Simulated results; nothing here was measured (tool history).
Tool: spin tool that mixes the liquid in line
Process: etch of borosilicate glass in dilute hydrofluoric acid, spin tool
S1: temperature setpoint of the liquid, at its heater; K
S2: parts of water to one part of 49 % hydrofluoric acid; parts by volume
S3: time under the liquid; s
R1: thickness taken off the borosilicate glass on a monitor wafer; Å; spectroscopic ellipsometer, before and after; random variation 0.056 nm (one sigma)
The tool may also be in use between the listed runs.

{"run": 1, "hour": 0.0, "S1": 295.15, "S2": 300, "S3": 265, "R1": 240.69}
{"run": 2, "hour": 1.2, "S1": 294.65, "S2": 320, "S3": 265, "R1": 220.25}
{"run": 3, "hour": 8.7, "S1": 294.65, "S2": 365, "S3": 265, "R1": 183.11}
{"run": 4, "hour": 11.8, "S1": 294.65, "S2": 425, "S3": 265, "R1": 148.48}
{"run": 5, "hour": 17.0, "S1": 297.65, "S2": 425, "S3": 265, "R1": 163.96}
{"run": 6, "hour": 17.9, "S1": 296.65, "S2": 430, "S3": 265, "R1": 155.91}
{"run": 7, "hour": 24.9, "S1": 292.65, "S2": 470, "S3": 265, "R1": 121.19}

Run 8, settings as shown, results not yet in. Your forecast:
{"run": 8, "hour": 27.9, "S1": 292.15, "S2": 470, "S3": 265, "R1": "?"}

R1: 119.04 Å
